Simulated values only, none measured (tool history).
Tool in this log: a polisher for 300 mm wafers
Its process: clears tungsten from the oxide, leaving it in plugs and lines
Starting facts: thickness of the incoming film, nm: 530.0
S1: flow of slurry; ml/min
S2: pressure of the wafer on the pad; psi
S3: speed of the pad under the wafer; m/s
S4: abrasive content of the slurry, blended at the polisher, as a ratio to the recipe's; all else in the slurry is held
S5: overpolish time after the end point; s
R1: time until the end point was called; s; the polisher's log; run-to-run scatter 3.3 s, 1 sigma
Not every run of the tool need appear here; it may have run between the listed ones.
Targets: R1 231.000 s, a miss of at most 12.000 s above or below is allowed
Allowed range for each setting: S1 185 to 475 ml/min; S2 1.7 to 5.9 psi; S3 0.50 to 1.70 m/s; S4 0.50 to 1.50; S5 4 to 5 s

{"run": 1, "hour": 0.0, "S1": 305, "S2": 3.8, "S3": 1.1, "S4": 1.0, "S5": 5, "R1": 105.16}
{"run": 2, "hour": 7.2, "S1": 305, "S2": 3.8, "S3": 1.26, "S4": 1.0, "S5": 5, "R1": 95.032}
{"run": 3, "hour": 14.0, "S1": 305, "S2": 3.8, "S3": 1.26, "S4": 1.1, "S5": 5, "R1": 94.766}
{"run": 4, "hour": 17.9, "S1": 305, "S2": 3.8, "S3": 1.04, "S4": 1.1, "S5": 5, "R1": 108.59}
{"run": 5, "hour": 25.8, "S1": 305, "S2": 3.8, "S3": 1.14, "S4": 1.1, "S5": 5, "R1": 98.301}
{"run": 6, "hour": 26.7, "S1": 305, "S2": 4.4, "S3": 1.14, "S4": 1.1, "S5": 5, "R1": 88.932}
{"run": 7, "hour": 31.0, "S1": 300, "S2": 3.8, "S3": 1.02, "S4": 1.1, "S5": 5, "R1": 113.99}
{"run": 8, "hour": 37.2, "S1": 295, "S2": 2.8, "S3": 0.72, "S4": 1.05, "S5": 5, "R1": 188.15}
{"run": 9, "hour": 46.0, "S1": 295, "S2": 2.6, "S3": 0.72, "S4": 1.05, "S5": 5, "R1": 204.4}
{"run": 10, "hour": 54.3, "S1": 295, "S2": 2.5, "S3": 0.72, "S4": 1.05, "S5": 5, "R1": 210.99}
{"run": 11, "hour": 61.5, "S1": 295, "S2": 2.4, "S3": 0.72, "S4": 1.05, "S5": 5, "R1": 215.86}

Consider the 5 candidate settings below. Which is the only one whose results all fall within their allowed miss of target?
{"run": "A", "hour": 68.7, "S1": 295, "S2": 2.3, "S3": 0.82, "S4": 1.0, "S5": 4, "R1": "?"}
{"run": "B", "hour": 68.7, "S1": 300, "S2": 2.8, "S3": 0.5, "S4": 1.0, "S5": 4, "R1": "?"}
{"run": "C", "hour": 68.7, "S1": 280, "S2": 2.6, "S3": 0.6, "S4": 1.1, "S5": 4, "R1": "?"}
{"run": "D", "hour": 68.7, "S1": 310, "S2": 2.9, "S3": 0.72, "S4": 1.15, "S5": 4, "R1": "?"}
{"run": "E", "hour": 68.7, "S1": 280, "S2": 1.9, "S3": 0.98, "S4": 1.2, "S5": 5, "R1": "?"}

move=A R1=201.060
move=B R1=247.260
move=C R1=227.940
move=D R1=179.350
move=E R1=196.210
A: moves away from the targets compared with the last run
B: moves the result that the last run missed by most past its target, out the other side
C: hits every target within its allowed miss
D: moves away from the targets compared with the last run
E: moves away from the targets compared with the last run
Answer: C

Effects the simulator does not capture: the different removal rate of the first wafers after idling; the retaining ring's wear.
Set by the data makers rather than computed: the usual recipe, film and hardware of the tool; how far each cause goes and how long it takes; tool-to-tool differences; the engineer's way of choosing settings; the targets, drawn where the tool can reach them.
